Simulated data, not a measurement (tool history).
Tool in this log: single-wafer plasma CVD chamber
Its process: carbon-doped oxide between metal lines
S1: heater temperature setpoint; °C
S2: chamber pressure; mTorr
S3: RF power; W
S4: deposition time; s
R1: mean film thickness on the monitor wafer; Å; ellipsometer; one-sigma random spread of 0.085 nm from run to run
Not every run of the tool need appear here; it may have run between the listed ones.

run 1 hour=0 | S1=325 S2=4170 S3=415 S4=13 | R1=546.67
run 2 hour=6 | S1=327 S2=4070 S3=400 S4=13 | R1=526.33
run 3 hour=12.8 | S1=336 S2=4070 S3=400 S4=13 | R1=510.02
run 4 hour=14 | S1=336 S2=4630 S3=400 S4=13 | R1=519.15
run 5 hour=19 | S1=337 S2=4550 S3=390 S4=13 | R1=508.54
run 6 hour=24.2 | S1=337 S2=4550 S3=390 S4=12.4 | R1=483.06
run 7 hour=26.2 | S1=338 S2=4480 S3=385 S4=12.4 | R1=475.67
run 8 hour=31.4 | S1=338 S2=4480 S3=385 S4=12.4 | R1=476.28
run 9 hour=34.5 | S1=339 S2=4400 S3=380 S4=12.4 | R1=470.17
run 10 hour=42.1 | S1=340 S2=4340 S3=375 S4=12.4 | R1=460.15
run 11 hour=43.4 | S1=341 S2=4260 S3=370 S4=12.4 | R1=453.65
run 12 hour=45.8 | S1=342 S2=4190 S3=365 S4=12.4 | R1=446.81
run 13 hour=51.7 | S1=343 S2=4140 S3=365 S4=12.4 | R1=444.2
run 14 hour=55.5 | S1=343 S2=4090 S3=365 S4=12.4 | R1=443.23

What will run 15 give?
run 15 hour=57.9 | S1=343 S2=4090 S3=365 S4=12.4 | R1=?

Run 15 measured R1 442.92 Å.
